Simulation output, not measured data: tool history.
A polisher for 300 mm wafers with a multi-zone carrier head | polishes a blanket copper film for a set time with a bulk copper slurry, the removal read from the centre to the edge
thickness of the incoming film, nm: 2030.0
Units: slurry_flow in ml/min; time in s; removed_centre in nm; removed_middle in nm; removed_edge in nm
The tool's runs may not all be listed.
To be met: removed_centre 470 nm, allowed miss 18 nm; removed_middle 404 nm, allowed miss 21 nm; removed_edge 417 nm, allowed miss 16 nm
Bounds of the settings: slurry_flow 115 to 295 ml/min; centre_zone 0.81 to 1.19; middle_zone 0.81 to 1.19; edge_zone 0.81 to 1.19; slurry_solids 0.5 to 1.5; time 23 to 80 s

run	hour	slurry_flow	centre_zone	middle_zone	edge_zone	slurry_solids	time	removed_centre	removed_middle	removed_edge
1	0	190	1	1	1	1	51	682.58	687.61	679.36
2	4.7	190	1	1	0.96	1	51	686.96	668.47	659.1
3	12	190	1	0.98	0.93	0.9	47	620.1	605.24	583.77
4	15	190	1	0.95	0.93	0.9	47	638.12	576.43	586.47
5	15.9	190	1	0.87	0.93	0.9	47	625.74	551.91	594.73
6	16.4	190	1.07	0.87	0.93	0.9	47	676.1	557.62	594.84
7	23	190	1.07	0.87	0.93	0.9	47	660.76	553.88	575.72
8	29.6	185	1.05	0.87	0.91	0.8	44	591.65	518.06	528.18
9	30.5	190	1.06	0.85	0.91	0.75	41	566.56	459.39	494.34
10	38.5	185	1.05	0.85	0.89	0.7	40	538.34	452.7	473.99
11	46.7	185	1.05	0.85	0.89	0.7	40	535.63	439.64	467.59
12	51.9	175	1.04	0.85	0.87	0.65	40	514.14	438.87	461.02
13	52.6	170	1.04	0.85	0.86	0.6	40	515.93	428.14	450.22
14	56	150	0.97	0.86	0.81	0.5	39	453.34	408.57	423.1

Which of these 4 next moves meets every target?
A	59.4	145	0.94	0.83	0.84	0.5	38	?	?	?
B	59.4	140	0.85	0.81	0.88	0.75	39	?	?	?
C	59.4	175	0.99	0.83	0.81	0.55	38	?	?	?
D	59.4	150	0.95	0.84	0.81	0.6	41	?	?	?

move	removed_centre	removed_middle	removed_edge
A	423.71	382.63	411.75
B	409.82	399.84	448.94
C	465.45	398.33	418.35
D	473.65	427.23	447.24
A: further off than the last run
B: further off than the last run
C: meets every target
D: brings the result that was furthest off to its target, and leaves another outside
Move C is the one to make.
